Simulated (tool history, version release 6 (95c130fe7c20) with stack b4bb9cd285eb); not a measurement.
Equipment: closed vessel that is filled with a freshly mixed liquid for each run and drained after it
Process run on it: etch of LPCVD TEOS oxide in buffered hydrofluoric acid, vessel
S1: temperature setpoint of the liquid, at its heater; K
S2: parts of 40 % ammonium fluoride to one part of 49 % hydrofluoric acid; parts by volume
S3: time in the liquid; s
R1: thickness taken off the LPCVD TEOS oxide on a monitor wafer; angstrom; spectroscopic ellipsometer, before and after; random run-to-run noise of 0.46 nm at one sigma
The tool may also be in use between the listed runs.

run	hour	S1	S2	S3	R1
1	0.0	295.15	10.5	30	765.81
2	1.7	295.15	10.5	30	760.77
3	7.4	294.15	11.0	30	698.41
4	13.3	293.15	11.5	30	623.85
5	15.4	292.65	12.0	30	583.59
6	21.6	295.65	12.0	30	680.26
7	23.5	294.65	12.5	30	634.77
8	24.7	293.65	12.5	30	593.10

Run 9 has not been measured yet. What should we expect?
9	29.6	292.65	12.5	30	?

For run 9 the tool returned R1 549.17 angstrom.
